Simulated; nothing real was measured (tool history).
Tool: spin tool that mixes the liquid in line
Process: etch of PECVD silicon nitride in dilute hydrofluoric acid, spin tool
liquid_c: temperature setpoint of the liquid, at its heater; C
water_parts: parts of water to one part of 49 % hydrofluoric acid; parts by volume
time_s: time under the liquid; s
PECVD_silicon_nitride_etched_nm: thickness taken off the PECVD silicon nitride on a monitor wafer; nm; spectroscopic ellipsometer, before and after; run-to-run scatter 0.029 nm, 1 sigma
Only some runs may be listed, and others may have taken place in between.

run  hour  liquid_c  water_parts  time_s  PECVD_silicon_nitride_etched_nm
  1   0.0      22.0           90     280                           4.4201
  2   5.1      25.5           90     280                           5.5872
  3   9.7      25.5          110     280                           4.5411
  4  11.2      24.5          110     280                           4.2191
  5  17.7      24.5          130     280                           3.5285
  6  22.3      24.5          140     280                           3.2674
  7  26.0      24.0          140     280                           3.1717
  8  28.3      23.5          140     280                           3.1744

For run 9, what comes out?
  9  32.8      20.5          140     280                                ?

{"run 9": {"PECVD_silicon_nitride_etched_nm": 2.5081}}
